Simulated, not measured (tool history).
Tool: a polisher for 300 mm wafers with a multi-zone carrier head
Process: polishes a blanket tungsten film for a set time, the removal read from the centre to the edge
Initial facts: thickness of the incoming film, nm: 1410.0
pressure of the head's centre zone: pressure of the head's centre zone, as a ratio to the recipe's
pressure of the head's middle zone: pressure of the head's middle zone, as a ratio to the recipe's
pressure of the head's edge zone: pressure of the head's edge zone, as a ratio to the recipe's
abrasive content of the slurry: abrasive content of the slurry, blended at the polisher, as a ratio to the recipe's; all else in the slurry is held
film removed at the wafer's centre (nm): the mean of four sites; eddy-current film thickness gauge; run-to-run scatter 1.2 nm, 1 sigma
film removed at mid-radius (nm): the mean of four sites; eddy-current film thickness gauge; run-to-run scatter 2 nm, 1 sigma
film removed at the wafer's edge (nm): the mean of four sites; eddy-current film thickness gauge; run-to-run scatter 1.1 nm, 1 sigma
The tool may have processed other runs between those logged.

run	hour	flow of slurry (ml/min)	pressure of the head's centre zone	pressure of the head's middle zone	pressure of the head's edge zone	abrasive content of the slurry	polishing time (s)	film removed at the wafer's centre (nm)	film removed at mid-radius (nm)	film removed at the wafer's edge (nm)
1	0	180	1	1	1	1	76	229.5	233.15	230.27
2	7.8	180	1.07	1	1	1	76	245.26	230.39	231.05
3	13.5	180	1.14	1	1	1	76	260.06	228.39	229.88
4	18	175	1.1	0.99	0.98	0.9	71	228.27	203.77	208.7
5	23.3	170	1.07	1	0.96	0.8	67	204.23	195.38	188.75
6	31.9	165	1.04	0.98	0.94	0.75	64	182.77	172.7	176.56
7	40.2	165	1.02	0.98	0.92	0.7	62	173.3	162.05	166.4

Forecast run 8:
8	44.9	160	1	0.99	0.9	0.65	61	?	?	?

{"run 8": {"film removed at the wafer's centre (nm)": 161.69, "film removed at mid-radius (nm)": 162.37, "film removed at the wafer's edge (nm)": 159.11}}

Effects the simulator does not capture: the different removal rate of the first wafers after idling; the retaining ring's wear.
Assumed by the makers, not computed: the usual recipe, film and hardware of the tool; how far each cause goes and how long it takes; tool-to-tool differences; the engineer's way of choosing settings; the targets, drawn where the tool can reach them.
